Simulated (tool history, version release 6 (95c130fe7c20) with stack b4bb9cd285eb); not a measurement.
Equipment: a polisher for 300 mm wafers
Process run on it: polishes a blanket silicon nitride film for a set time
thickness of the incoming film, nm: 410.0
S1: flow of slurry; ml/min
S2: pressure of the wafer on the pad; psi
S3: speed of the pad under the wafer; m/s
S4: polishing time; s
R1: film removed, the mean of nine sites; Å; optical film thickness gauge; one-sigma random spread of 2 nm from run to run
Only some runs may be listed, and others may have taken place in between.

run    day   S1   S2    S3  S4      R1
  1      0  230  4.1  1.36  75  2329.1
  2  0.154  235  4.5  1.36  75  2480.8
  3  0.208  235  4.5  1.08  75  2111.1
  4  0.583  235    4  1.08  75  1961.7
     0.617  -- head pressure recalibrated
  5  0.617  240  4.6  1.14  75  2114.1
  6  0.875  230  5.1  1.24  75  2369.9
  7  1.254  295  6.2  1.34  75  2955.1

Run 8 is up next; what results do you expect?
  8  1.321  295  6.2  1.38  75   ?

Run 8 came out at R1 3021.6 Å.

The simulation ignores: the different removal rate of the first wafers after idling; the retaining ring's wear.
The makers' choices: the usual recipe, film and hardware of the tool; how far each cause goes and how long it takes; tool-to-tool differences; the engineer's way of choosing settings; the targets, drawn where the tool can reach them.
